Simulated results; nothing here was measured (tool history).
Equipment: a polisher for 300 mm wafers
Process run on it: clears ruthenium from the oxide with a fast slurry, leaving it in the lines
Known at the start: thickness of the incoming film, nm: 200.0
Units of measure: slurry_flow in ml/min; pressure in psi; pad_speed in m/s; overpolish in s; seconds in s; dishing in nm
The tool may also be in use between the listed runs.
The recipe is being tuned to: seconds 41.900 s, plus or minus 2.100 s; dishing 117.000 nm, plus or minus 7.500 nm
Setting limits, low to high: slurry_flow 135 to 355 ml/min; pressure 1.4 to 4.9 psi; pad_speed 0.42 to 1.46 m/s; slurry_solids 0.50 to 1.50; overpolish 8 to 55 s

run 1 hour=0.0 | slurry_flow=225 pressure=3.1 pad_speed=0.94 slurry_solids=1.00 overpolish=28 | seconds=40.773 dishing=83.692
run 2 hour=4.3 | slurry_flow=225 pressure=3.1 pad_speed=0.94 slurry_solids=1.00 overpolish=31 | seconds=39.911 dishing=92.081
run 3 hour=9.5 | slurry_flow=225 pressure=3.1 pad_speed=0.94 slurry_solids=1.00 overpolish=33 | seconds=39.487 dishing=93.610
run 4 hour=17.7 | slurry_flow=225 pressure=3.0 pad_speed=0.94 slurry_solids=1.00 overpolish=35 | seconds=41.708 dishing=95.532
run 5 hour=18.7 | slurry_flow=225 pressure=3.0 pad_speed=0.94 slurry_solids=1.00 overpolish=30 | seconds=41.724 dishing=88.285
run 6 hour=24.5 | slurry_flow=225 pressure=3.0 pad_speed=0.94 slurry_solids=1.00 overpolish=33 | seconds=41.951 dishing=90.793
run 7 hour=26.6 | slurry_flow=225 pressure=3.0 pad_speed=0.94 slurry_solids=1.00 overpolish=35 | seconds=41.865 dishing=93.850
run 8 hour=30.5 | slurry_flow=225 pressure=3.0 pad_speed=0.94 slurry_solids=1.00 overpolish=37 | seconds=42.024 dishing=102.770
run 9 hour=38.9 | slurry_flow=225 pressure=3.0 pad_speed=0.94 slurry_solids=1.00 overpolish=38 | seconds=42.771 dishing=105.320
run 10 hour=46.3 | slurry_flow=225 pressure=3.0 pad_speed=0.94 slurry_solids=1.00 overpolish=39 | seconds=42.276 dishing=101.280
run 11 hour=50.7 | slurry_flow=225 pressure=3.0 pad_speed=0.94 slurry_solids=1.00 overpolish=40 | seconds=41.353 dishing=103.620
run 12 hour=57.1 | slurry_flow=225 pressure=3.0 pad_speed=0.94 slurry_solids=1.00 overpolish=41 | seconds=41.805 dishing=106.660
run 13 hour=60.3 | slurry_flow=225 pressure=3.0 pad_speed=0.94 slurry_solids=1.00 overpolish=42 | seconds=40.490 dishing=104.410
run 14 hour=65.8 | slurry_flow=225 pressure=2.8 pad_speed=0.94 slurry_solids=1.00 overpolish=50 | seconds=44.670 dishing=112.970

4 candidate next runs follow, results not yet known. Just one meets every target within its allowed miss. Identify it.
run A hour=71.3 | slurry_flow=215 pressure=2.5 pad_speed=1.04 slurry_solids=0.85 overpolish=55 | seconds=? dishing=?
run B hour=71.3 | slurry_flow=270 pressure=2.9 pad_speed=0.96 slurry_solids=1.00 overpolish=52 | seconds=? dishing=?
run C hour=71.3 | slurry_flow=200 pressure=2.3 pad_speed=1.04 slurry_solids=1.05 overpolish=55 | seconds=? dishing=?
run D hour=71.3 | slurry_flow=235 pressure=2.9 pad_speed=0.84 slurry_solids=1.00 overpolish=55 | seconds=? dishing=?

move=A seconds=49.656 dishing=112.600
move=B seconds=41.715 dishing=119.060
move=C seconds=49.000 dishing=113.340
move=D seconds=48.241 dishing=114.210
A: its largest miss is bigger than the last run's
B: every result lands within tolerance
C: its largest miss is bigger than the last run's
D: its largest miss is bigger than the last run's
B is the move that brings every result within its allowed miss.

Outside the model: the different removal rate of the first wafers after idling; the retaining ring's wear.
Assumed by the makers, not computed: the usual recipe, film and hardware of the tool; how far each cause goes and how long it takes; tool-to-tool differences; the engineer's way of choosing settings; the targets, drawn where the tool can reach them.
